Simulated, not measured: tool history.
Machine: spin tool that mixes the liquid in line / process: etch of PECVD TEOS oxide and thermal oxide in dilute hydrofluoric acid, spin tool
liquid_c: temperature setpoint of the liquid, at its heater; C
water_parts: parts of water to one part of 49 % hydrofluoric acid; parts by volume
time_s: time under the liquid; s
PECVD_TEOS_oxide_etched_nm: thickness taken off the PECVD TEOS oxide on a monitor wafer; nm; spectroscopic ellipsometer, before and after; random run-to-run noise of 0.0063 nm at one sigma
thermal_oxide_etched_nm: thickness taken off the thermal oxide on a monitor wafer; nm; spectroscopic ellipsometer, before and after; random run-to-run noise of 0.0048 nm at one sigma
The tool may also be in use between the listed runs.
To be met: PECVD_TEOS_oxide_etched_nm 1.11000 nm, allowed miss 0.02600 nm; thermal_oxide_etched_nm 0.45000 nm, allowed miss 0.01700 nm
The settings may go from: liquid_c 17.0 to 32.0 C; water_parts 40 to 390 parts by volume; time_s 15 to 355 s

run	day	liquid_c	water_parts	time_s	PECVD_TEOS_oxide_etched_nm	thermal_oxide_etched_nm
1	0.000	24.0	215	180	7.98170	3.23080
2	0.271	24.0	215	215	9.54800	3.84970
3	0.529	23.5	235	200	7.75480	3.20160
4	0.667	23.5	250	180	6.48200	2.60190
5	0.733	23.5	325	180	4.63450	1.91610
6	1.038	26.0	325	180	5.07580	2.08320
7	1.317	22.0	390	90	1.73940	0.69415
8	1.342	21.5	390	85	1.61070	0.65652
9	1.425	21.0	390	80	1.48480	0.60060
10	1.608	20.5	390	80	1.45240	0.58744
11	1.646	20.0	390	80	1.44850	0.58063
12	1.796	19.5	390	80	1.40180	0.58742
13	2.138	19.5	390	75	1.31140	0.53237
14	2.338	18.0	390	75	1.24330	0.49939
15	2.612	17.5	390	70	1.14970	0.47286
16	2.800	17.0	390	65	1.05310	0.41489
17	3.058	17.5	390	65	1.07700	0.43853
18	3.354	17.5	390	65	1.07920	0.43762
19	3.504	17.5	390	65	1.07590	0.43390
20	3.667	17.5	390	65	1.06330	0.42895

Exactly one of the 5 candidate moves below puts every result within its allowed miss. Which one?
A	3.829	17.0	375	65	?	?
B	3.829	18.0	280	40	?	?
C	3.829	18.0	375	55	?	?
D	3.829	17.5	380	60	?	?
E	3.829	18.5	200	30	?	?

move	PECVD_TEOS_oxide_etched_nm	thermal_oxide_etched_nm
A	1.10320	0.44755
B	1.02080	0.41412
C	0.96798	0.39269
D	1.01930	0.41353
E	1.17480	0.47661
A: all results land within tolerance of their targets
B: lands further from the targets than the last run did
C: lands further from the targets than the last run did
D: lands further from the targets than the last run did
E: moves the result that the last run missed by most past its target, out the other side
Move A is the one to make.

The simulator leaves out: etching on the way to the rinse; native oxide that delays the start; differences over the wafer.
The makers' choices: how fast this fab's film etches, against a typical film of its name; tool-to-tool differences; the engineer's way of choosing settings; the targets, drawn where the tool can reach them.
